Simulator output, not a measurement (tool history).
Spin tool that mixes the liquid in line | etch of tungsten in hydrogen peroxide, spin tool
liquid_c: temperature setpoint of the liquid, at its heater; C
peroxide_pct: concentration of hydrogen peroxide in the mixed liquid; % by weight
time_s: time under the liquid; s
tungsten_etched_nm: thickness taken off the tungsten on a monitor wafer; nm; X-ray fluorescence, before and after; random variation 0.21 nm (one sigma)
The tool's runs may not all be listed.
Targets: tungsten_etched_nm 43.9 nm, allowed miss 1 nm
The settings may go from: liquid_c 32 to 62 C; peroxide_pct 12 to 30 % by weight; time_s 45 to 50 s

| run | hour | liquid_c | peroxide_pct | time_s | tungsten_etched_nm |
|---|---|---|---|---|---|
| 1 | 0 | 46 | 20.5 | 45 | 64.074 |
| 2 | 4 | 51.5 | 20.5 | 45 | 88.996 |
| 3 | 11.5 | 51.5 | 20.5 | 45 | 88.804 |
| 4 | 19.1 | 51.5 | 19 | 45 | 86.285 |
| 5 | 19.6 | 51.5 | 19 | 45 | 85.161 |
| 6 | 27.3 | 51.5 | 23 | 45 | 93.751 |
| 7 | 31.2 | 49 | 23 | 45 | 80.725 |
| 8 | 36.1 | 41 | 23 | 45 | 49.054 |
| 9 | 42.8 | 40.5 | 23 | 45 | 47.474 |
| 10 | 50.3 | 40.5 | 23 | 45 | 47.561 |

4 next moves are on the table. One of them brings every result within its allowed miss. Which?
| A | 57.8 | 41 | 19.5 | 50 | ? |
| B | 57.8 | 39.5 | 26 | 45 | ? |
| C | 57.8 | 39.5 | 22 | 45 | ? |
| D | 57.8 | 41.5 | 21 | 50 | ? |

| move | tungsten_etched_nm |
|---|---|
| A | 49.883 |
| B | 47.025 |
| C | 43.257 |
| D | 53.464 |
A: further off than the last run
B: nearer than the last run, and not there yet
C: meets every target
D: further off than the last run
Move C is the one to make.
